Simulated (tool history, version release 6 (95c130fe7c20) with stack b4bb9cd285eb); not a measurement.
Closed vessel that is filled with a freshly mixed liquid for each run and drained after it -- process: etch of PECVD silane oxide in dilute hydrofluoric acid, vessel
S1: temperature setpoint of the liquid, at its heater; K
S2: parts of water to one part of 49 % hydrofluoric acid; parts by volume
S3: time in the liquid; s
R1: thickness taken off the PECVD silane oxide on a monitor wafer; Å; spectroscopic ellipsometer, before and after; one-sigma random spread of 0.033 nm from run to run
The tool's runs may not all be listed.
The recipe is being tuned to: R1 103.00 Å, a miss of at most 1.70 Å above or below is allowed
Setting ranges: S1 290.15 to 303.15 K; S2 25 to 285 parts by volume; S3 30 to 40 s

Run 1, hour 0.0: S1 295.15 K, S2 155 parts by volume, S3 40 s. Result: R1 112.66 Å.
Run 2, hour 7.3: S1 295.15 K, S2 110 parts by volume, S3 40 s. Result: R1 166.79 Å.
Run 3, hour 13.3: S1 294.15 K, S2 115 parts by volume, S3 40 s. Result: R1 152.10 Å.
Run 4, hour 19.6: S1 293.15 K, S2 120 parts by volume, S3 40 s. Result: R1 139.94 Å.
Run 5, hour 25.8: S1 293.15 K, S2 145 parts by volume, S3 40 s. Result: R1 112.09 Å.
Run 6, hour 29.7: S1 293.15 K, S2 145 parts by volume, S3 40 s. Result: R1 112.44 Å.
Run 7, hour 31.1: S1 292.65 K, S2 145 parts by volume, S3 40 s. Result: R1 110.01 Å.
Run 8, hour 34.4: S1 292.15 K, S2 145 parts by volume, S3 40 s. Result: R1 108.33 Å.
Run 9, hour 42.2: S1 291.65 K, S2 145 parts by volume, S3 40 s. Result: R1 106.03 Å.

Which of these 4 next moves meets every target?
Run A, hour 50.0: S1 290.65 K, S2 135 parts by volume, S3 40 s. Result: R1 ?.
Run B, hour 50.0: S1 292.15 K, S2 145 parts by volume, S3 40 s. Result: R1 ?.
Run C, hour 50.0: S1 290.15 K, S2 125 parts by volume, S3 35 s. Result: R1 ?.
Run D, hour 50.0: S1 291.15 K, S2 140 parts by volume, S3 40 s. Result: R1 ?.

move      R1
   A  110.24
   B  108.01
   C  103.07
   D  107.96
A: the biggest miss grows against the last run
B: the biggest miss grows against the last run
C: in spec on every target
D: the biggest miss grows against the last run
Move C is the one to make.
